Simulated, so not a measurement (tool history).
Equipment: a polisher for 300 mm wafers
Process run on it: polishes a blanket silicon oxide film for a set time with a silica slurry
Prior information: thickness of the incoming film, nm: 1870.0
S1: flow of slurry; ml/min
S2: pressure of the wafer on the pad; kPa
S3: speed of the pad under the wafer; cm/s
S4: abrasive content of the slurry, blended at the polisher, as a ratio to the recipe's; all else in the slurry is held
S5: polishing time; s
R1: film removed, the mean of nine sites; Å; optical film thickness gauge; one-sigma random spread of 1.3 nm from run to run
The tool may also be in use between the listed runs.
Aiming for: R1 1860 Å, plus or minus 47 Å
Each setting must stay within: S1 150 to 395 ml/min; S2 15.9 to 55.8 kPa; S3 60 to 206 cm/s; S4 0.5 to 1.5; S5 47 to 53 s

Run 1, hour 0: S1 250 ml/min, S2 35.9 kPa, S3 132 cm/s, S4 1, S5 53 s. Result: R1 1942.3 Å.
Run 2, hour 5.3: S1 245 ml/min, S2 35.9 kPa, S3 132 cm/s, S4 1, S5 53 s. Result: R1 1923.1 Å.
Run 3, hour 6.8: S1 240 ml/min, S2 35.9 kPa, S3 132 cm/s, S4 1, S5 53 s. Result: R1 1926.5 Å.
Run 4, hour 13.2: S1 240 ml/min, S2 35.9 kPa, S3 132 cm/s, S4 1, S5 47 s. Result: R1 1699 Å.
Run 5, hour 20.9: S1 205 ml/min, S2 35.9 kPa, S3 132 cm/s, S4 1, S5 47 s. Result: R1 1652.7 Å.
Run 6, hour 27.9: S1 225 ml/min, S2 35.9 kPa, S3 132 cm/s, S4 1, S5 47 s. Result: R1 1715.7 Å.
Run 7, hour 30.9: S1 240 ml/min, S2 35.9 kPa, S3 132 cm/s, S4 1, S5 47 s. Result: R1 1701.8 Å.
Run 8, hour 33.9: S1 240 ml/min, S2 35.9 kPa, S3 132 cm/s, S4 1, S5 47 s. Result: R1 1717.2 Å.
Run 9, hour 38.4: S1 240 ml/min, S2 35.9 kPa, S3 132 cm/s, S4 1, S5 47 s. Result: R1 1688.7 Å.
Run 10, hour 43.4: S1 250 ml/min, S2 36.5 kPa, S3 132 cm/s, S4 1, S5 47 s. Result: R1 1743.4 Å.
Run 11, hour 45.5: S1 260 ml/min, S2 37.2 kPa, S3 132 cm/s, S4 1, S5 47 s. Result: R1 1775.8 Å.

5 next moves are on the table. One of them brings every result within its allowed miss. Which?
Run A, hour 47.6: S1 265 ml/min, S2 35.2 kPa, S3 164 cm/s, S4 0.75, S5 47 s. Result: R1 ?.
Run B, hour 47.6: S1 310 ml/min, S2 32.4 kPa, S3 138 cm/s, S4 1.2, S5 52 s. Result: R1 ?.
Run C, hour 47.6: S1 285 ml/min, S2 33.1 kPa, S3 112 cm/s, S4 1.2, S5 52 s. Result: R1 ?.
Run D, hour 47.6: S1 215 ml/min, S2 30.3 kPa, S3 144 cm/s, S4 1.15, S5 48 s. Result: R1 ?.
Run E, hour 47.6: S1 265 ml/min, S2 36.5 kPa, S3 140 cm/s, S4 1.05, S5 47 s. Result: R1 ?.

move      R1
   A  1730.4
   B  1971.6
   C  1691.4
   D  1680.3
   E    1884
A: the biggest miss grows against the last run
B: pushes the last run's worst result past its target
C: the biggest miss grows against the last run
D: the biggest miss grows against the last run
E: meets every target
The right move is E.
